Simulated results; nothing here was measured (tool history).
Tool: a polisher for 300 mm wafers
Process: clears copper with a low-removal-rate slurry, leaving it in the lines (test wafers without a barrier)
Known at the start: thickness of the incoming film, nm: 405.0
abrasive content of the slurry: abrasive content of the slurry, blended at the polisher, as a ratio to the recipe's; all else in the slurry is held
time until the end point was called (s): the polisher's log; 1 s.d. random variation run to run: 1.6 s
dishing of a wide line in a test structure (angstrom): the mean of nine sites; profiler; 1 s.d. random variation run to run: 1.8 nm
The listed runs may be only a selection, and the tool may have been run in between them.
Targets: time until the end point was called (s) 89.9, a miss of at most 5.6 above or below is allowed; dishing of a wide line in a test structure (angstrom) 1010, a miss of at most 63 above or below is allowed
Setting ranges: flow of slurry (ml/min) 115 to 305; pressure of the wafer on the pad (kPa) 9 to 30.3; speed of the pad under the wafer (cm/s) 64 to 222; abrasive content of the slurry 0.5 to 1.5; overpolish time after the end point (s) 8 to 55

| run | hour | flow of slurry (ml/min) | pressure of the wafer on the pad (kPa) | speed of the pad under the wafer (cm/s) | abrasive content of the slurry | overpolish time after the end point (s) | time until the end point was called (s) | dishing of a wide line in a test structure (angstrom) |
|---|---|---|---|---|---|---|---|---|
| 1 | 0 | 195 | 19.3 | 142 | 1 | 28 | 118.66 | 532.2 |
| 2 | 7.8 | 195 | 20 | 142 | 1 | 30 | 118.67 | 604.76 |
| 3 | 15 | 195 | 17.9 | 142 | 1 | 30 | 124.88 | 561.59 |
| 4 | 21.5 | 195 | 19.3 | 142 | 1 | 31 | 119.3 | 609.45 |
| 5 | 24.2 | 195 | 20.7 | 142 | 1 | 32 | 118.31 | 627.63 |
| 6 | 25.3 | 195 | 20.7 | 142 | 0.8 | 32 | 120.46 | 623.72 |
| 7 | 34.2 | 195 | 22.1 | 142 | 0.8 | 33 | 116.1 | 653.28 |
| 8 | 40.8 | 195 | 27.6 | 148 | 0.8 | 44 | 94.853 | 902.39 |
| 9 | 47.3 | 195 | 27.6 | 148 | 0.8 | 45 | 95.158 | 904.97 |
| 10 | 52.4 | 195 | 27.6 | 148 | 0.8 | 46 | 94.88 | 968.11 |

4 next moves are on the table. One of them brings every result within its allowed miss. Which?
| A | 57.5 | 210 | 30.3 | 148 | 0.9 | 39 | ? | ? |
| B | 57.5 | 190 | 26.9 | 166 | 0.65 | 48 | ? | ? |
| C | 57.5 | 190 | 26.9 | 140 | 0.75 | 44 | ? | ? |
| D | 57.5 | 215 | 26.2 | 134 | 0.9 | 46 | ? | ? |

| move | time until the end point was called (s) | dishing of a wide line in a test structure (angstrom) |
|---|---|---|
| A | 87.014 | 914.49 |
| B | 89.657 | 1001.4 |
| C | 103.88 | 873.08 |
| D | 105.68 | 885.77 |
A: puts the biggest miss on target and leaves a different result outside tolerance
B: all results in spec
C: further off than the last run
D: further off than the last run
Correct choice: B, which meets every target
